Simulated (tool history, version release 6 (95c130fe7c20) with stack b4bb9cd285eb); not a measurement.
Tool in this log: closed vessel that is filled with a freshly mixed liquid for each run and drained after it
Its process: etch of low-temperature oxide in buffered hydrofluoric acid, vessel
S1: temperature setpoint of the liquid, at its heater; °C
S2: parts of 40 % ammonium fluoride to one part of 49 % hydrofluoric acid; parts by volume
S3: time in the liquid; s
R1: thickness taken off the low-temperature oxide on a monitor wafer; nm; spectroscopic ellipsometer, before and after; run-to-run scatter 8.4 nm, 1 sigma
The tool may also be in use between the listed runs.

run,day,S1,S2,S3,R1
1,0.000,24.0,8,95,531.70
2,0.067,25.5,8,95,574.97
3,0.258,25.5,8,100,610.87
4,0.542,26.5,8,100,645.41
5,0.742,27.5,8,100,685.51
6,0.846,27.5,8,95,636.14
7,0.896,28.5,8,95,670.65
8,1.038,29.0,8,95,694.64
9,1.196,29.5,8,95,711.13

Forecast run 10:
10,1.396,30.0,8,95,?

Logged for run 10: R1 732.65 nm.

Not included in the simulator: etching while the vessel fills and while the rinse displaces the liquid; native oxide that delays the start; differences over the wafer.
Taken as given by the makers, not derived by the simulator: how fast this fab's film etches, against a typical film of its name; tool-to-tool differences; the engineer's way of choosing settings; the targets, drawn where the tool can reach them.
